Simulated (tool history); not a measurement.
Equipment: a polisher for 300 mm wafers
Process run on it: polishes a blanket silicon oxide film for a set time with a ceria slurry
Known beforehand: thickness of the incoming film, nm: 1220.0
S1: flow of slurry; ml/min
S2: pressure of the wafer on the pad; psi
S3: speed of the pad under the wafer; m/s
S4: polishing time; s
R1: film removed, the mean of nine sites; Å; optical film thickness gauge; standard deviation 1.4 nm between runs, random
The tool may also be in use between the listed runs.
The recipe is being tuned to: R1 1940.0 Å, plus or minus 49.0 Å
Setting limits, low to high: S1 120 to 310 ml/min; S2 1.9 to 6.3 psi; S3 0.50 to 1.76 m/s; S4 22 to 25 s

run	hour	S1	S2	S3	S4	R1
1	0.0	200	4.1	1.12	25	1512.2
2	5.2	210	4.4	1.12	25	1605.8
3	10.7	250	4.4	1.12	25	1636.4
4	13.6	250	4.6	1.12	25	1702.9
5	20.8	250	4.8	1.12	25	1768.5
6	27.6	250	4.9	1.12	25	1785.1
7	33.4	250	5.0	1.12	25	1801.1
8	39.8	250	5.1	1.12	25	1855.1

Below are 5 possible settings for the next run. Only one of them brings all results inside the allowed miss of their targets. Which is it?
A	46.2	260	5.0	1.22	22	?
B	46.2	230	5.7	1.04	24	?
C	46.2	190	4.3	1.42	25	?
D	46.2	230	5.5	1.18	25	?
E	46.2	260	5.1	1.22	25	?

move	R1
A	1775.2
B	1822.1
C	1988.1
D	2082.4
E	2050.3
A: misses by more than the last run did
B: misses by more than the last run did
C: every result lands within tolerance
D: carries the result that was furthest off beyond its target, to the other side
E: carries the result that was furthest off beyond its target, to the other side
Go with C: it meets all targets.
